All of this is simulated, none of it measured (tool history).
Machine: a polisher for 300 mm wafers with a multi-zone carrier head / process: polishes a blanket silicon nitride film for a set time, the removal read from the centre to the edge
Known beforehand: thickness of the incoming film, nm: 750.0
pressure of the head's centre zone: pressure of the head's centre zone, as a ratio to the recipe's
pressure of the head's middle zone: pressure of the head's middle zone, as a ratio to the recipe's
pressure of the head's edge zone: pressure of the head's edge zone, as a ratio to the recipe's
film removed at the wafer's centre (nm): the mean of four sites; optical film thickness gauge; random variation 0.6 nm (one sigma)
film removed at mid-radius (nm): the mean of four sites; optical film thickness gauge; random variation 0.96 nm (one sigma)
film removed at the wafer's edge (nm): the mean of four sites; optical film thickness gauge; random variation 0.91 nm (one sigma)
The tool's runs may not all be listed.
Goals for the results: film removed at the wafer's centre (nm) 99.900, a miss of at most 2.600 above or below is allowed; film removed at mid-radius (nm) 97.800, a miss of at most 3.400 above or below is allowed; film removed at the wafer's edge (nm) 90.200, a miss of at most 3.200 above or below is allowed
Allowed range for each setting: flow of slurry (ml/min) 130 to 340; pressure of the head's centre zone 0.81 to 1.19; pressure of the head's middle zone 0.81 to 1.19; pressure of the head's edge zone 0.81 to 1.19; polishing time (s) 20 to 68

| run | hour | flow of slurry (ml/min) | pressure of the head's centre zone | pressure of the head's middle zone | pressure of the head's edge zone | polishing time (s) | film removed at the wafer's centre (nm) | film removed at mid-radius (nm) | film removed at the wafer's edge (nm) |
|---|---|---|---|---|---|---|---|---|---|
| 1 | 0.0 | 220 | 1.00 | 1.00 | 1.00 | 44 | 64.538 | 72.068 | 71.295 |
| 2 | 7.2 | 220 | 1.00 | 1.00 | 1.00 | 51 | 73.313 | 82.540 | 83.073 |
| 3 | 13.6 | 180 | 1.00 | 1.00 | 1.00 | 51 | 71.061 | 81.444 | 80.840 |
| 4 | 17.5 | 180 | 1.00 | 1.00 | 0.93 | 51 | 71.595 | 79.800 | 78.241 |
| 5 | 25.0 | 200 | 1.04 | 1.02 | 0.94 | 51 | 75.528 | 81.929 | 80.244 |
| 6 | 31.6 | 200 | 1.04 | 1.02 | 0.94 | 55 | 81.926 | 90.582 | 86.732 |
| 7 | 35.9 | 200 | 1.04 | 1.02 | 0.94 | 55 | 82.174 | 88.899 | 86.453 |
| 8 | 43.1 | 215 | 1.06 | 1.03 | 0.93 | 55 | 83.401 | 90.817 | 86.911 |
| 9 | 49.5 | 225 | 1.09 | 1.04 | 0.92 | 55 | 87.291 | 92.797 | 87.307 |
| 10 | 53.5 | 240 | 1.11 | 1.04 | 0.92 | 55 | 89.194 | 93.502 | 87.581 |
| 11 | 59.8 | 250 | 1.13 | 1.04 | 0.92 | 55 | 91.060 | 94.813 | 86.944 |
| 12 | 60.5 | 255 | 1.14 | 1.03 | 0.93 | 55 | 92.583 | 92.910 | 89.185 |
| 13 | 62.8 | 265 | 1.15 | 1.03 | 0.92 | 55 | 94.323 | 93.153 | 88.094 |
| 14 | 71.1 | 270 | 1.16 | 1.03 | 0.92 | 55 | 95.247 | 93.495 | 89.072 |

Which single option among these 5 for the next run brings every result within its allowed miss of target? Just one does.
| A | 79.4 | 280 | 1.17 | 1.03 | 0.89 | 57 | ? | ? | ? |
| B | 79.4 | 255 | 1.09 | 0.95 | 0.89 | 55 | ? | ? | ? |
| C | 79.4 | 225 | 1.13 | 1.08 | 0.92 | 55 | ? | ? | ? |
| D | 79.4 | 285 | 1.15 | 0.96 | 0.94 | 56 | ? | ? | ? |
| E | 79.4 | 265 | 1.19 | 1.01 | 0.92 | 55 | ? | ? | ? |

| move | film removed at the wafer's centre (nm) | film removed at mid-radius (nm) | film removed at the wafer's edge (nm) |
|---|---|---|---|
| A | 99.318 | 98.515 | 89.509 |
| B | 88.156 | 87.936 | 85.797 |
| C | 90.011 | 96.528 | 85.980 |
| D | 96.031 | 91.377 | 90.396 |
| E | 96.851 | 92.934 | 87.326 |
A: hits every target within its allowed miss
B: misses by more than the last run did
C: misses by more than the last run did
D: misses by more than the last run did
E: closer than the last run, but not yet in spec
The move that meets every target is A.
